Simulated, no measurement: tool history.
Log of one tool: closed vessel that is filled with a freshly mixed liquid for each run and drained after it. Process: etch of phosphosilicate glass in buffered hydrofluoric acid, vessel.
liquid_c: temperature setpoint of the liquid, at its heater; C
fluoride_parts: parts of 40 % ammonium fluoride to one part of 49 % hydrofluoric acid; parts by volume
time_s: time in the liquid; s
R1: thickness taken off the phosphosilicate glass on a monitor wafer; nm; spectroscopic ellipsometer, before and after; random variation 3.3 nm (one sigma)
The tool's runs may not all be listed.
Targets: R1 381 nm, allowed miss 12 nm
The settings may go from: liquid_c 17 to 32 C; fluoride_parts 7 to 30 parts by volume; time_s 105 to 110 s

{"run": 1, "hour": 0.0, "liquid_c": 25, "fluoride_parts": 20, "time_s": 105, "R1": 178.6}
{"run": 2, "hour": 8.4, "liquid_c": 26, "fluoride_parts": 18.5, "time_s": 105, "R1": 204.37}
{"run": 3, "hour": 11.5, "liquid_c": 26, "fluoride_parts": 18.5, "time_s": 105, "R1": 204.82}
{"run": 4, "hour": 18.5, "liquid_c": 26, "fluoride_parts": 18.5, "time_s": 110, "R1": 217.61}
{"run": 5, "hour": 22.8, "liquid_c": 24.5, "fluoride_parts": 18.5, "time_s": 110, "R1": 198.85}
{"run": 6, "hour": 23.9, "liquid_c": 28, "fluoride_parts": 18.5, "time_s": 110, "R1": 237.95}
{"run": 7, "hour": 29.6, "liquid_c": 28, "fluoride_parts": 18.5, "time_s": 110, "R1": 241.38}
{"hour": 33.0, "done": "thermometer replaced"}
{"run": 8, "hour": 33.0, "liquid_c": 28.5, "fluoride_parts": 17.5, "time_s": 110, "R1": 275.21}

4 next moves are on the table. One of them brings every result within its allowed miss. Which?
{"run": "A", "hour": 36.4, "liquid_c": 30.5, "fluoride_parts": 12, "time_s": 110, "R1": "?"}
{"run": "B", "hour": 36.4, "liquid_c": 25, "fluoride_parts": 11.5, "time_s": 110, "R1": "?"}
{"run": "C", "hour": 36.4, "liquid_c": 28.5, "fluoride_parts": 12, "time_s": 105, "R1": "?"}
{"run": "D", "hour": 36.4, "liquid_c": 26.5, "fluoride_parts": 10.5, "time_s": 110, "R1": "?"}

move=A R1=445.83
move=B R1=346.74
move=C R1=383.02
move=D R1=410.81
A: takes the result that was furthest off past its target
B: nearer than the last run, and not there yet
C: meets every target
D: takes the result that was furthest off past its target
Move C is the one to make.
